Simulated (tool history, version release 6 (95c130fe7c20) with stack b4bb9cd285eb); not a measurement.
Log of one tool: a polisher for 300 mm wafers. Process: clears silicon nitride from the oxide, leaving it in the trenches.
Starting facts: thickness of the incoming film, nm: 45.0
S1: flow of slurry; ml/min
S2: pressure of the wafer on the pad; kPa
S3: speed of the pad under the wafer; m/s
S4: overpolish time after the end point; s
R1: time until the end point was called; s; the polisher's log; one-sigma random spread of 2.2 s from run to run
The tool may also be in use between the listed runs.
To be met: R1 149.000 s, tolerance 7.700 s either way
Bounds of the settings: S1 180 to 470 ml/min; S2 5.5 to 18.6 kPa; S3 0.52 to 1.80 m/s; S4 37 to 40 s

run	day	S1	S2	S3	S4	R1
1	0.000	300	11.7	1.16	37	77.555
2	0.225	300	10.3	1.12	37	87.020
3	0.271	300	10.3	1.32	37	78.058
4	0.558	295	9.0	1.22	37	87.911
5	0.638	295	8.3	1.08	37	102.730
6	0.888	295	7.6	1.00	37	115.200
7	1.242	295	6.9	0.96	37	126.370
8	1.517	295	6.9	0.94	37	130.360

Which of these 4 next moves meets every target?
A	1.792	290	8.3	0.84	40	?
B	1.792	310	5.5	0.88	40	?
C	1.792	285	6.2	0.96	37	?
D	1.792	320	5.5	0.70	39	?

move	R1
A	119.110
B	148.880
C	132.630
D	169.260
A: further off than the last run
B: hits every target within its allowed miss
C: closer than the last run, but not yet in spec
D: takes the biggest miss from the last run beyond its target
Correct choice: B, which meets every target
